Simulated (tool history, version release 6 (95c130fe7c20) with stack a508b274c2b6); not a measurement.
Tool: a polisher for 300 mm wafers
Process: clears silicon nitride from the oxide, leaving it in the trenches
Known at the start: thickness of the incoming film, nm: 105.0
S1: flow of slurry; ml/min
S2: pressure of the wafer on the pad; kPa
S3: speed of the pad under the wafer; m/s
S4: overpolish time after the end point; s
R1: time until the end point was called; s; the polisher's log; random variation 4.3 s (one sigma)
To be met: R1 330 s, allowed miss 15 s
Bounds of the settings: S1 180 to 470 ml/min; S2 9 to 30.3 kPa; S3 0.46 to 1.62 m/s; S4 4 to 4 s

| run | hour | S1 | S2 | S3 | S4 | R1 |
|---|---|---|---|---|---|---|
| 1 | 0 | 300 | 19.3 | 1.04 | 4 | 136.11 |
| 2 | 5.1 | 300 | 19.3 | 1.04 | 4 | 140.63 |
| 3 | 7.8 | 300 | 16.5 | 0.96 | 4 | 170.59 |
| 4 | 13.7 | 300 | 16.5 | 0.96 | 4 | 170.3 |
| 5 | 19 | 300 | 16.5 | 0.86 | 4 | 192.38 |
| 6 | 20.9 | 300 | 14.5 | 0.82 | 4 | 225.64 |
| 7 | 24.9 | 300 | 13.1 | 0.8 | 4 | 253.07 |
| 8 | 33.1 | 300 | 11.7 | 0.8 | 4 | 281.97 |
| 9 | 38.7 | 300 | 11 | 0.8 | 4 | 302.41 |

4 next moves are on the table. One of them brings every result within its allowed miss. Which?
| A | 44.3 | 275 | 11.7 | 0.86 | 4 | ? |
| B | 44.3 | 330 | 9.7 | 0.82 | 4 | ? |
| C | 44.3 | 380 | 15.9 | 0.6 | 4 | ? |
| D | 44.3 | 260 | 11.7 | 0.88 | 4 | ? |

| move | R1 |
|---|---|
| A | 266.45 |
| B | 329.37 |
| C | 273.42 |
| D | 262.24 |
A: further off than the last run
B: meets every target
C: further off than the last run
D: further off than the last run
Move B is the one to make.
